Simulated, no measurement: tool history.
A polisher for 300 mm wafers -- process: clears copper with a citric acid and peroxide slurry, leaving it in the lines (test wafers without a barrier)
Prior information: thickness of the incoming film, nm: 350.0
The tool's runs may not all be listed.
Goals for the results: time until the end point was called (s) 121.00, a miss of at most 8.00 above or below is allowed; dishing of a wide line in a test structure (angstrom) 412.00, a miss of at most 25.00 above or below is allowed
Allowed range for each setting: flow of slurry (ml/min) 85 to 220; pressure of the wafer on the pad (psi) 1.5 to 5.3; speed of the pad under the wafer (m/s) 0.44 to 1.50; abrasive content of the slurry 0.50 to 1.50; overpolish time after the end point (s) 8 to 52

run  hour  flow of slurry (ml/min)  pressure of the wafer on the pad (psi)  speed of the pad under the wafer (m/s)  abrasive content of the slurry  overpolish time after the end point (s)  time until the end point was called (s)  dishing of a wide line in a test structure (angstrom)
  1   0.0                      140                                     3.4                                    0.96                            1.00                                       26                                   172.61                                                 348.24
  2   8.8                      140                                     3.4                                    0.96                            1.00                                       15                                   179.83                                                 217.93
  3  14.9                      140                                     3.1                                    0.96                            1.00                                       15                                   196.43                                                 203.20
  4  17.7                      140                                     3.1                                    0.96                            0.80                                       15                                   200.82                                                 200.90
  5  19.9                      140                                     3.1                                    0.96                            0.70                                       15                                   206.91                                                 189.20
  6  27.7                      140                                     3.1                                    0.96                            0.90                                       15                                   198.60                                                 197.37
  7  34.9                      140                                     3.4                                    0.96                            0.90                                       16                                   184.79                                                 224.97
  8  36.1                      140                                     4.4                                    0.98                            0.90                                       21                                   133.40                                                 363.65

Pick the move, out of 5, that brings all results within their allowed miss; only one does.
  A  37.3                      135                                     4.9                                    1.04                            0.85                                       21                                        ?                                                      ?
  B  37.3                      145                                     4.6                                    1.08                            0.95                                       24                                        ?                                                      ?
  C  37.3                      130                                     3.8                                    1.18                            0.80                                       20                                        ?                                                      ?
  D  37.3                      150                                     4.1                                    1.18                            0.95                                       15                                        ?                                                      ?
  E  37.3                      140                                     4.6                                    0.94                            0.90                                       23                                        ?                                                      ?

move  time until the end point was called (s)  dishing of a wide line in a test structure (angstrom)
   A                                   120.76                                                 416.44
   B                                   119.36                                                 467.45
   C                                   141.16                                                 347.75
   D                                   122.47                                                 307.52
   E                                   137.82                                                 401.73
A: meets every target
B: takes the result that was furthest off past its target
C: further off than the last run
D: further off than the last run
E: meets the target for the result that was furthest off, but another lies outside its allowed miss
So the answer is move A, the one that meets all the targets.
